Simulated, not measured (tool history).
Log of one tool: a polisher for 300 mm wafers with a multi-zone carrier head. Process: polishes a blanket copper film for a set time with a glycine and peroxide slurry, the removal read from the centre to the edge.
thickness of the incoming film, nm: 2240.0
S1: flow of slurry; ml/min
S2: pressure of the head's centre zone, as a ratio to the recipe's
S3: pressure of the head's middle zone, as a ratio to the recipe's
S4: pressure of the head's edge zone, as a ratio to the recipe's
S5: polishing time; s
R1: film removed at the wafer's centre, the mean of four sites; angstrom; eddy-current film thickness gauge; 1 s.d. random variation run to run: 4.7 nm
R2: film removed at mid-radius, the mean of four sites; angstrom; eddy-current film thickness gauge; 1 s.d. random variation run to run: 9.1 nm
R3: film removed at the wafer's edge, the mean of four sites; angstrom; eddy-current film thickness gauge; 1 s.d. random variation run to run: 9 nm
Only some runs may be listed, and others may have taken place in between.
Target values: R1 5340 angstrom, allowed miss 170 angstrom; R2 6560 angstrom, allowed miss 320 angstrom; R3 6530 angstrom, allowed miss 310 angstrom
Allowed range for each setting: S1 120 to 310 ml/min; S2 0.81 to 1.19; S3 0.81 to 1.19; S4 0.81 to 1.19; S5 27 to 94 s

Run 1, day 0: S1 200 ml/min, S2 1, S3 1, S4 1, S5 60 s. Result: R1 4592.4 angstrom, R2 4565.9 angstrom, R3 4675.9 angstrom.
Run 2, day 0.025: S1 200 ml/min, S2 0.99, S3 1.01, S4 1.02, S5 62 s. Result: R1 4772.4 angstrom, R2 4744.5 angstrom, R3 4805.3 angstrom.
Run 3, day 0.246: S1 200 ml/min, S2 0.99, S3 1.01, S4 1.02, S5 49 s. Result: R1 3716.5 angstrom, R2 3747 angstrom, R3 3876.2 angstrom.
Run 4, day 0.375: S1 200 ml/min, S2 0.99, S3 1.01, S4 1.06, S5 49 s. Result: R1 3774.5 angstrom, R2 3737.6 angstrom, R3 3951.4 angstrom.
Run 5, day 0.508: S1 200 ml/min, S2 1.06, S3 1.01, S4 1.06, S5 49 s. Result: R1 3990.4 angstrom, R2 3765.4 angstrom, R3 3901.3 angstrom.
Run 6, day 0.846: S1 200 ml/min, S2 1.06, S3 1.08, S4 1.06, S5 49 s. Result: R1 3932 angstrom, R2 3885.9 angstrom, R3 3959.8 angstrom.
Run 7, day 0.962: S1 205 ml/min, S2 1.04, S3 1.09, S4 1.07, S5 52 s. Result: R1 4264.8 angstrom, R2 4155.3 angstrom, R3 4148.9 angstrom.
Run 8, day 1.112: S1 195 ml/min, S2 1.02, S3 1.08, S4 1.05, S5 55 s. Result: R1 4336.6 angstrom, R2 4283.1 angstrom, R3 4318.4 angstrom.

5 next moves are on the table. One of them brings every result within its allowed miss. Which?
Run A, day 1.262: S1 270 ml/min, S2 0.97, S3 1.19, S4 0.89, S5 75 s. Result: R1 ?, R2 ?, R3 ?.
Run B, day 1.262: S1 220 ml/min, S2 0.81, S3 1.03, S4 1, S5 83 s. Result: R1 ?, R2 ?, R3 ?.
Run C, day 1.262: S1 150 ml/min, S2 0.93, S3 0.93, S4 1.04, S5 47 s. Result: R1 ?, R2 ?, R3 ?.
Run D, day 1.262: S1 210 ml/min, S2 0.88, S3 0.95, S4 1.17, S5 77 s. Result: R1 ?, R2 ?, R3 ?.
Run E, day 1.262: S1 180 ml/min, S2 0.89, S3 1, S4 1.15, S5 79 s. Result: R1 ?, R2 ?, R3 ?.

move      R1      R2      R3
   A  5844.4  6655.2  5622.6
   B  5356.3  6627.4  6478.8
   C  3261.3  3379.7  3616.2
   D  5324.6  5841.3  6482.8
   E  5409.4  6056.1  6501.2
A: better than the last run, though not everything is in spec
B: all results land within tolerance of their targets
C: further off than the last run
D: the worst result of the last run now meets its target, but another is out of spec
E: the worst result of the last run now meets its target, but another is out of spec
B meets every target.
